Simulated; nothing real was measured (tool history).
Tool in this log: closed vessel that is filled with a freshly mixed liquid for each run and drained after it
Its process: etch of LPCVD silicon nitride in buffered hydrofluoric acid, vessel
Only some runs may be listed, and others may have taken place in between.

run  hour  temperature setpoint of the liquid (C)  parts of 40 % ammonium fluoride to one part of 49 % hydrofluoric acid (parts by volume)  time in the liquid (s)  thickness taken off the LPCVD silicon nitride on a monitor wafer (angstrom)
  1     0                                      23                                                                                     11.5                    2975                                                                       320.67
  2   8.1                                    21.5                                                                                       12                    2975                                                                       282.08
  3  14.6                                      20                                                                                       12                    2975                                                                       258.03
  4  20.4                                      20                                                                                       12                    2975                                                                       255.43
  5  23.1                                      19                                                                                       12                    2975                                                                       241.06
  6  23.8                                    18.5                                                                                       12                    2975                                                                       236.06
  7  30.2                                      18                                                                                       12                    2975                                                                       228.68

Forecast run 8:
  8    34                                    17.5                                                                                       12                    2975                                                                            ?

{"run 8": {"thickness taken off the LPCVD silicon nitride on a monitor wafer (angstrom)": 223.14}}
